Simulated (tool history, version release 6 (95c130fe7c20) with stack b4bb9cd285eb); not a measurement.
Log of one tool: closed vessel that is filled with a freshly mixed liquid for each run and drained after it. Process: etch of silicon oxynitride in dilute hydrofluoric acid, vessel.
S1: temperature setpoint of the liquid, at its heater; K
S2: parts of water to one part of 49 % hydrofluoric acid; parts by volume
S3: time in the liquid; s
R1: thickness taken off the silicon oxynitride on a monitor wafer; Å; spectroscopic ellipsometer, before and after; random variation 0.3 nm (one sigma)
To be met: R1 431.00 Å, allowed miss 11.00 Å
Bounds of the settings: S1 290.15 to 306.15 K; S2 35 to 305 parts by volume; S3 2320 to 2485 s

| run | hour | S1 | S2 | S3 | R1 |
|---|---|---|---|---|---|
| 1 | 0.0 | 298.15 | 170 | 2320 | 642.43 |
| 2 | 0.9 | 301.65 | 170 | 2320 | 739.54 |
| 3 | 8.8 | 303.65 | 170 | 2320 | 823.61 |
| 4 | 14.9 | 302.15 | 170 | 2320 | 766.13 |
| 5 | 19.5 | 302.15 | 170 | 2485 | 819.36 |
| 6 | 21.8 | 302.15 | 200 | 2485 | 681.92 |
| 7 | 28.3 | 301.15 | 200 | 2485 | 648.09 |
| 8 | 36.2 | 300.15 | 200 | 2485 | 625.27 |
| 9 | 42.3 | 299.15 | 200 | 2485 | 591.37 |
| 10 | 46.0 | 295.15 | 205 | 2485 | 486.38 |
| 11 | 47.6 | 294.65 | 205 | 2485 | 467.47 |
| 12 | 49.0 | 293.65 | 205 | 2485 | 445.85 |

5 next moves are on the table. One of them brings every result within its allowed miss. Which?
| A | 50.4 | 293.15 | 195 | 2320 | ? |
| B | 50.4 | 294.65 | 200 | 2345 | ? |
| C | 50.4 | 293.65 | 195 | 2440 | ? |
| D | 50.4 | 296.15 | 220 | 2485 | ? |
| E | 50.4 | 293.15 | 185 | 2360 | ? |

| move | R1 |
|---|---|
| A | 434.49 |
| B | 457.35 |
| C | 467.70 |
| D | 464.92 |
| E | 468.96 |
A: meets every target
B: further off than the last run
C: further off than the last run
D: further off than the last run
E: further off than the last run
Move A is the one to make.

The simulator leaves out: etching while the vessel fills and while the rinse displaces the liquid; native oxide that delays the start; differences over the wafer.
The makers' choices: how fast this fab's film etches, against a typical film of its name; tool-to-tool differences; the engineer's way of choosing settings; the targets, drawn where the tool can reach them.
